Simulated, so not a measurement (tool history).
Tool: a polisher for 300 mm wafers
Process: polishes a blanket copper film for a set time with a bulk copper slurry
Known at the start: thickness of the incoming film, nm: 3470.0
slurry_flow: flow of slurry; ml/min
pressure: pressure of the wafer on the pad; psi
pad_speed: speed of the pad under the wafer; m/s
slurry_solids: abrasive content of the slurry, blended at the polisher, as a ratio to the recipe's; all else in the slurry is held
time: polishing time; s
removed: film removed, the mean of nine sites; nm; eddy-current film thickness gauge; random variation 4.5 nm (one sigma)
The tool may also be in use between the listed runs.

{"run": 1, "day": 0.0, "slurry_flow": 160, "pressure": 3.2, "pad_speed": 1.32, "slurry_solids": 1, "time": 67, "removed": 781.79}
{"run": 2, "day": 0.221, "slurry_flow": 160, "pressure": 2.4, "pad_speed": 1.32, "slurry_solids": 1, "time": 67, "removed": 664.89}
{"run": 3, "day": 0.538, "slurry_flow": 155, "pressure": 2.3, "pad_speed": 1.32, "slurry_solids": 1, "time": 67, "removed": 645.53}
{"run": 4, "day": 0.571, "slurry_flow": 155, "pressure": 2.2, "pad_speed": 1.32, "slurry_solids": 1, "time": 67, "removed": 633.48}
{"run": 5, "day": 0.675, "slurry_flow": 170, "pressure": 2.2, "pad_speed": 1.32, "slurry_solids": 1, "time": 67, "removed": 635.66}
{"run": 6, "day": 1.0, "slurry_flow": 170, "pressure": 2.2, "pad_speed": 1.32, "slurry_solids": 1, "time": 67, "removed": 639.65}

Forecast run 7:
{"run": 7, "day": 1.242, "slurry_flow": 170, "pressure": 2.2, "pad_speed": 1.32, "slurry_solids": 1, "time": 67, "removed": "?"}

removed: 635.56 nm
